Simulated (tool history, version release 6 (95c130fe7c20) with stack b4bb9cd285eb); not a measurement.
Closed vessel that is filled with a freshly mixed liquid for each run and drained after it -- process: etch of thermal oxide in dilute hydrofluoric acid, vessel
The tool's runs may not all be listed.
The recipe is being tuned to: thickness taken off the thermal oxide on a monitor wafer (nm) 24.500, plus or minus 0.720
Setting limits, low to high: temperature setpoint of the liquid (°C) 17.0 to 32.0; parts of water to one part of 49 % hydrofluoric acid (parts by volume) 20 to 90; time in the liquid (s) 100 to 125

run,day,temperature setpoint of the liquid (°C),parts of water to one part of 49 % hydrofluoric acid (parts by volume),time in the liquid (s),thickness taken off the thermal oxide on a monitor wafer (nm)
1,0.000,24.0,50,125,12.476
2,0.246,24.0,45,125,13.951
3,0.533,24.0,60,125,10.361
4,0.850,25.5,55,125,11.952
5,0.954,22.5,55,125,10.508
6,1.246,22.5,55,125,10.413
7,1.483,26.5,35,125,20.344
8,1.817,27.5,35,125,20.945
9,2.188,28.0,35,125,21.285
10,2.429,28.5,35,125,21.872
11,2.592,29.0,35,125,22.009
12,2.958,29.5,35,125,22.519
13,3.217,30.0,35,125,23.167
14,3.558,30.0,35,125,23.146
15,3.846,30.5,35,125,23.265

Below are 5 possible settings for the next run. Only one of them brings all results inside the allowed miss of their targets. Which is it?
A,4.133,28.5,25,105,?
B,4.133,30.0,30,100,?
C,4.133,30.5,30,110,?
D,4.133,25.0,25,105,?
E,4.133,30.5,35,120,?

move,thickness taken off the thermal oxide on a monitor wafer (nm)
A,26.174
B,21.898
C,24.574
D,22.659
E,22.795
A: carries the result that was furthest off beyond its target, to the other side
B: moves away from the targets compared with the last run
C: in spec on every target
D: moves away from the targets compared with the last run
E: moves away from the targets compared with the last run
C is the move that brings every result within its allowed miss.
